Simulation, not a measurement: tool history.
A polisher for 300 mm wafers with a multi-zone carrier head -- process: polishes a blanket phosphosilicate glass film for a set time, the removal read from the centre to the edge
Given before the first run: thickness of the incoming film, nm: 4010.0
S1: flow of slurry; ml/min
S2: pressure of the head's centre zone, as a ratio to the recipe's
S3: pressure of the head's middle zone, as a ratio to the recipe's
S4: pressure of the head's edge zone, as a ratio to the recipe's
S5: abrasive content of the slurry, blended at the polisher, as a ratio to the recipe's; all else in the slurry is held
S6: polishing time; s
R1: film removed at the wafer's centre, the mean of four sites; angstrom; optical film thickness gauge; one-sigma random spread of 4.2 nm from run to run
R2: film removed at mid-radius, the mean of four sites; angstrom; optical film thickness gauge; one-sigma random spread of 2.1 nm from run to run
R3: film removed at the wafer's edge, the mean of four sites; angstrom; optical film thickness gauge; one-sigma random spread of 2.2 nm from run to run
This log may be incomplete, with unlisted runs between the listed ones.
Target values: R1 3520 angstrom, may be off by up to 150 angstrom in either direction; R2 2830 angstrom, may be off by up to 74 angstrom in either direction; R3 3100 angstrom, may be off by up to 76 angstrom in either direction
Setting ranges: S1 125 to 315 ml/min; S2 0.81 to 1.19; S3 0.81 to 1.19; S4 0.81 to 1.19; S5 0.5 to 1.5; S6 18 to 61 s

| run | hour | S1 | S2 | S3 | S4 | S5 | S6 | R1 | R2 | R3 |
|---|---|---|---|---|---|---|---|---|---|---|
| 1 | 0 | 205 | 1 | 1 | 1 | 1 | 39 | 2372.7 | 2351.7 | 2316.8 |
| 2 | 6.1 | 205 | 1 | 1 | 1 | 1 | 31 | 1863.1 | 1852.4 | 1817.6 |
| 3 | 14.2 | 155 | 1 | 1 | 1 | 1 | 31 | 1804.3 | 1765.6 | 1752.2 |
| 4 | 21.3 | 155 | 0.94 | 1 | 1 | 1 | 31 | 1670.9 | 1774.3 | 1758.5 |
| 5 | 27.9 | 155 | 0.94 | 1.08 | 1 | 1 | 31 | 1669.7 | 1925.8 | 1774.3 |
| 6 | 35.2 | 155 | 1 | 1.08 | 1 | 1 | 31 | 1799.9 | 1895.1 | 1786.1 |
| 7 | 37.4 | 210 | 1.1 | 1.06 | 1.1 | 1.25 | 39 | 2831.5 | 2660 | 2594.9 |
| 8 | 42.9 | 240 | 1.18 | 0.96 | 1.19 | 1.5 | 40 | 3324.6 | 2717.2 | 2959.7 |
| 9 | 44.9 | 245 | 1.18 | 0.96 | 1.19 | 1.5 | 40 | 3382.1 | 2685.8 | 3006.7 |
| 10 | 46.4 | 250 | 1.18 | 0.97 | 1.19 | 1.5 | 40 | 3472.8 | 2733.7 | 3008.7 |
| 11 | 55 | 255 | 1.17 | 0.97 | 1.19 | 1.5 | 40 | 3411.7 | 2773.9 | 3004.1 |

Pick the move, out of 5, that brings all results within their allowed miss; only one does.
| A | 63.6 | 225 | 1.11 | 1.02 | 1.13 | 1.4 | 41 | ? | ? | ? |
| B | 63.6 | 290 | 1.16 | 0.94 | 1.17 | 1.5 | 39 | ? | ? | ? |
| C | 63.6 | 245 | 1.18 | 1.01 | 1.18 | 1.45 | 40 | ? | ? | ? |
| D | 63.6 | 200 | 1.19 | 0.96 | 1.15 | 1.4 | 44 | ? | ? | ? |
| E | 63.6 | 180 | 1.04 | 0.88 | 1.19 | 1.45 | 45 | ? | ? | ? |

| move | R1 | R2 | R3 |
|---|---|---|---|
| A | 3121.9 | 2846.2 | 2868 |
| B | 3277.5 | 2660.2 | 2906 |
| C | 3315.1 | 2813.7 | 2917.5 |
| D | 3524.5 | 2852.3 | 3069.4 |
| E | 3119.8 | 2698.7 | 3194 |
A: misses by more than the last run did
B: misses by more than the last run did
C: misses by more than the last run did
D: in spec on every target
E: the result that was furthest off in the last run now lies on the other side of its target
Answer: D
